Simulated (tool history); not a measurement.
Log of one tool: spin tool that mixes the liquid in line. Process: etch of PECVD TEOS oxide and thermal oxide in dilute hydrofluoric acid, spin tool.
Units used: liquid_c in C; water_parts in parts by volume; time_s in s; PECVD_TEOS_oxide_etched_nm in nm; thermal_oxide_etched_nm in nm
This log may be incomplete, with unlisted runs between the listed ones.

| run | hour | liquid_c | water_parts | time_s | PECVD_TEOS_oxide_etched_nm | thermal_oxide_etched_nm |
|---|---|---|---|---|---|---|
| 1 | 0 | 24 | 130 | 120 | 10.823 | 4.2425 |
| 2 | 4.2 | 26 | 130 | 120 | 11.661 | 4.4857 |
| 3 | 7.9 | 26 | 130 | 135 | 13.187 | 5.0823 |
| 4 | 13.4 | 26.5 | 130 | 135 | 13.377 | 5.2502 |
| 5 | 22.3 | 27 | 130 | 135 | 13.625 | 5.3021 |
| 6 | 29.4 | 27 | 130 | 95 | 9.6277 | 3.7173 |
|  | 30.4 | hydrofluoric acid flow meter replaced |
| 7 | 30.4 | 28.5 | 120 | 95 | 11.894 | 4.5851 |

Run 8 comes next. What will it give?
| 8 | 37 | 32 | 120 | 95 | ? | ? |

{"run 8": {"PECVD_TEOS_oxide_etched_nm": 13.59, "thermal_oxide_etched_nm": 5.2875}}
